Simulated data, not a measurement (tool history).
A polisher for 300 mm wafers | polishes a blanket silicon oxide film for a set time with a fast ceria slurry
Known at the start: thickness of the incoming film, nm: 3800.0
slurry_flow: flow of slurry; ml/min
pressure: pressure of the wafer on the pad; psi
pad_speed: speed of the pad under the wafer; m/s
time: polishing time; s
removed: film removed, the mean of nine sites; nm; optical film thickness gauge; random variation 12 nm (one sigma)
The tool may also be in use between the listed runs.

Run 1, day 0.000: slurry_flow 120 ml/min, pressure 2.9 psi, pad_speed 1.24 m/s, time 26 s. Result: removed 597.49 nm.
Run 2, day 0.308: slurry_flow 125 ml/min, pressure 3.4 psi, pad_speed 1.26 m/s, time 26 s. Result: removed 700.40 nm.
Run 3, day 0.529: slurry_flow 125 ml/min, pressure 3.1 psi, pad_speed 1.26 m/s, time 26 s. Result: removed 649.95 nm.
Run 4, day 0.746: slurry_flow 125 ml/min, pressure 3.1 psi, pad_speed 1.26 m/s, time 26 s. Result: removed 650.46 nm.
Run 5, day 0.875: slurry_flow 125 ml/min, pressure 3.1 psi, pad_speed 1.42 m/s, time 26 s. Result: removed 701.28 nm.
Run 6, day 1.238: slurry_flow 105 ml/min, pressure 3.1 psi, pad_speed 1.42 m/s, time 26 s. Result: removed 682.70 nm.
Run 7, day 1.362: slurry_flow 115 ml/min, pressure 3.5 psi, pad_speed 1.44 m/s, time 26 s. Result: removed 769.82 nm.

Forecast run 8:
Run 8, day 1.733: slurry_flow 125 ml/min, pressure 3.8 psi, pad_speed 1.46 m/s, time 26 s. Result: removed ?.

Run 8 gave removed 886.63 nm.

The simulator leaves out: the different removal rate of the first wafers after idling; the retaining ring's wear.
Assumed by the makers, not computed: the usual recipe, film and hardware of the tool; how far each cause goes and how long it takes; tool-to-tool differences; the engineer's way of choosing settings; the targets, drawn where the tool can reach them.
